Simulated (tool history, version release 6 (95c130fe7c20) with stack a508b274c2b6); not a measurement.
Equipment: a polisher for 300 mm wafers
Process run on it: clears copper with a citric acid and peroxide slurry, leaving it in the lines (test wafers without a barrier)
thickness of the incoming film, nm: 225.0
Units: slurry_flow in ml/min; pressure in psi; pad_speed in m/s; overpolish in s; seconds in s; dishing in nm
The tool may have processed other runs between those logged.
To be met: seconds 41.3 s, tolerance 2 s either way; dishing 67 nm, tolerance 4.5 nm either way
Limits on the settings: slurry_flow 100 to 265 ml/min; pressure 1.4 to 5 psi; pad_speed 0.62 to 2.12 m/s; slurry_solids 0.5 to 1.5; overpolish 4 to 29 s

| run | hour | slurry_flow | pressure | pad_speed | slurry_solids | overpolish | seconds | dishing |
|---|---|---|---|---|---|---|---|---|
| 1 | 0 | 170 | 3.2 | 1.36 | 1 | 15 | 64.102 | 34.785 |
| 2 | 6.4 | 170 | 3.2 | 1.36 | 1.1 | 15 | 63.548 | 36.658 |
| 3 | 12.9 | 185 | 3.2 | 1.36 | 1.1 | 15 | 62.52 | 34.77 |
| 4 | 13.5 | 175 | 3.6 | 1.38 | 1.1 | 16 | 55.418 | 42.408 |
| 5 | 20.4 | 175 | 3.6 | 1.1 | 1.1 | 16 | 67.396 | 35.733 |
| 6 | 25.2 | 175 | 3.6 | 1.1 | 1 | 16 | 70.633 | 35.528 |
| 7 | 28.2 | 175 | 4 | 1.16 | 1 | 17 | 61.03 | 42.952 |
| 8 | 34.5 | 175 | 4.3 | 1.22 | 1 | 17 | 53.193 | 46.379 |
| 9 | 40.9 | 175 | 4.5 | 1.26 | 1 | 18 | 49.815 | 52.107 |
| 10 | 46.3 | 175 | 4.7 | 1.28 | 1 | 19 | 48.346 | 57.788 |
| 11 | 49.6 | 175 | 4.8 | 1.32 | 1 | 19 | 44.365 | 60.364 |
| 12 | 51.4 | 175 | 4.9 | 1.32 | 1 | 19 | 43.958 | 59.303 |

4 candidate next runs follow, results not yet known. Just one meets every target within its allowed miss. Identify it.
| A | 53.2 | 170 | 4.9 | 1.5 | 0.9 | 16 | ? | ? |
| B | 53.2 | 215 | 4.3 | 1.56 | 1 | 20 | ? | ? |
| C | 53.2 | 155 | 4.3 | 1.52 | 1.1 | 18 | ? | ? |
| D | 53.2 | 185 | 5 | 1.34 | 1.1 | 17 | ? | ? |

| move | seconds | dishing |
|---|---|---|
| A | 40.503 | 57.506 |
| B | 41.654 | 66.954 |
| C | 43.74 | 59.093 |
| D | 41.234 | 59.659 |
A: misses by more than the last run did
B: each result inside its tolerance
C: no better and no worse than the last run
D: no better and no worse than the last run
Go with B: it meets all targets.

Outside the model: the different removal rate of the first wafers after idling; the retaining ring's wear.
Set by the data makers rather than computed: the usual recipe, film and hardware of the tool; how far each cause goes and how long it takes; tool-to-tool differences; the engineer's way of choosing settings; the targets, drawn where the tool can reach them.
